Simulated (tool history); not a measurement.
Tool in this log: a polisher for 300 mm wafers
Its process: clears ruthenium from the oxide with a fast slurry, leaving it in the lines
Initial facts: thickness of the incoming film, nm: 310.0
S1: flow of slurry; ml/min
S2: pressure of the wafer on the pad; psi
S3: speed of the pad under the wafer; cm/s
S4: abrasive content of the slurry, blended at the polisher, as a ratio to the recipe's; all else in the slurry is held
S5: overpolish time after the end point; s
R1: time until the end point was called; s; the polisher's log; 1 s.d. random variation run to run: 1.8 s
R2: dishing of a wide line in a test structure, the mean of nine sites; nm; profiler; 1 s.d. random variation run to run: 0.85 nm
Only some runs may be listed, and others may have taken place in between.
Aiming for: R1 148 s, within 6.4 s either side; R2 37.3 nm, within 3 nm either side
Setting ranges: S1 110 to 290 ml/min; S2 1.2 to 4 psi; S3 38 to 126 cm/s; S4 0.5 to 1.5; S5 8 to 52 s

Run 1, hour 0: S1 185 ml/min, S2 2.6 psi, S3 82 cm/s, S4 1, S5 26 s. Result: R1 90.749 s, R2 56.971 nm.
Run 2, hour 8.1: S1 185 ml/min, S2 2.6 psi, S3 82 cm/s, S4 1, S5 18 s. Result: R1 89.892 s, R2 42.497 nm.
Run 3, hour 14.7: S1 185 ml/min, S2 2.6 psi, S3 82 cm/s, S4 1, S5 24 s. Result: R1 89.138 s, R2 57.545 nm.
Run 4, hour 17: S1 225 ml/min, S2 2.6 psi, S3 82 cm/s, S4 1, S5 24 s. Result: R1 87.591 s, R2 58.594 nm.
Run 5, hour 21.7: S1 225 ml/min, S2 2.6 psi, S3 82 cm/s, S4 1, S5 32 s. Result: R1 88.551 s, R2 73.762 nm.
Run 6, hour 29.3: S1 225 ml/min, S2 2.3 psi, S3 82 cm/s, S4 1, S5 32 s. Result: R1 97.699 s, R2 65.338 nm.
Run 7, hour 36.5: S1 225 ml/min, S2 2.1 psi, S3 82 cm/s, S4 1, S5 32 s. Result: R1 111.45 s, R2 61.273 nm.
Run 8, hour 44.9: S1 225 ml/min, S2 2 psi, S3 82 cm/s, S4 1, S5 31 s. Result: R1 113.08 s, R2 57.36 nm.
Run 9, hour 46.7: S1 225 ml/min, S2 1.9 psi, S3 82 cm/s, S4 1, S5 30 s. Result: R1 118.48 s, R2 52.65 nm.
Run 10, hour 50.8: S1 225 ml/min, S2 1.8 psi, S3 82 cm/s, S4 1, S5 29 s. Result: R1 122.36 s, R2 48.488 nm.
Run 11, hour 56.3: S1 215 ml/min, S2 1.2 psi, S3 82 cm/s, S4 1, S5 26 s. Result: R1 183.88 s, R2 31.859 nm.

Exactly one of the 5 candidate moves below puts every result within its allowed miss. Which one?
Run A, hour 61.8: S1 230 ml/min, S2 1.2 psi, S3 104 cm/s, S4 1.3, S5 22 s. Result: R1 ?, R2 ?.
Run B, hour 61.8: S1 230 ml/min, S2 1.6 psi, S3 88 cm/s, S4 1.05, S5 27 s. Result: R1 ?, R2 ?.
Run C, hour 61.8: S1 180 ml/min, S2 1.6 psi, S3 88 cm/s, S4 1.1, S5 22 s. Result: R1 ?, R2 ?.
Run D, hour 61.8: S1 205 ml/min, S2 1.6 psi, S3 86 cm/s, S4 0.85, S5 25 s. Result: R1 ?, R2 ?.
Run E, hour 61.8: S1 235 ml/min, S2 1.7 psi, S3 78 cm/s, S4 1.05, S5 23 s. Result: R1 ?, R2 ?.

move      R1      R2
   A  132.83  36.298
   B  129.71  44.621
   C   131.5  36.632
   D  147.85   36.99
   E  137.23  36.692
A: takes the biggest miss from the last run beyond its target
B: takes the biggest miss from the last run beyond its target
C: takes the biggest miss from the last run beyond its target
D: in spec on every target
E: takes the biggest miss from the last run beyond its target
Correct choice: D, which meets every target

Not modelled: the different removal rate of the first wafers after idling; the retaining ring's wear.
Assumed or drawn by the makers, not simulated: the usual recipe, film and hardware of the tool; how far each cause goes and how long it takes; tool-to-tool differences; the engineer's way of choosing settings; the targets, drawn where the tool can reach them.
